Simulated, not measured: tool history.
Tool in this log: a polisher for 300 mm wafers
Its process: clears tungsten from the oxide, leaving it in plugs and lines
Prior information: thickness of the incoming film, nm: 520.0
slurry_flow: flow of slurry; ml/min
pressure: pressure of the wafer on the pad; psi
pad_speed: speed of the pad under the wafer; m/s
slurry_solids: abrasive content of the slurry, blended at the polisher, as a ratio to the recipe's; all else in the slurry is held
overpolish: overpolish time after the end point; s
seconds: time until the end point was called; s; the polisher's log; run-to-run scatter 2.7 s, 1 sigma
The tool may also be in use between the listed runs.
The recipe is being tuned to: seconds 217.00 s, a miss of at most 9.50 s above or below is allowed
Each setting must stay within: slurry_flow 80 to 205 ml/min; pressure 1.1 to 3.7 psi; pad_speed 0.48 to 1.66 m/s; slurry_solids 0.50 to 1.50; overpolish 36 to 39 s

run,day,slurry_flow,pressure,pad_speed,slurry_solids,overpolish,seconds
1,0.000,135,2.4,1.06,1.00,36,141.39
2,0.092,135,2.7,1.06,1.00,36,130.89
3,0.388,135,2.7,1.06,1.00,36,127.50
4,0.629,135,2.5,1.06,1.00,36,137.57
5,0.708,160,2.5,1.06,1.00,36,128.85
6,1.075,155,2.4,1.06,1.00,36,134.86
7,1.283,145,1.8,1.02,1.00,36,180.99
8,1.308,145,1.8,1.02,1.00,36,181.53

Which one of the following 4 next-run settings gets every result inside its allowed miss? There is exactly one.
A,1.333,130,2.3,0.68,0.85,36,?
B,1.333,145,1.5,0.82,1.15,36,?
C,1.333,135,1.9,0.92,1.20,39,?
D,1.333,120,2.0,0.80,1.05,36,?

move,seconds
A,230.91
B,243.56
C,181.46
D,211.83
A: pushes the last run's worst result past its target
B: pushes the last run's worst result past its target
C: as far off as the last run
D: hits every target within its allowed miss
Answer: D
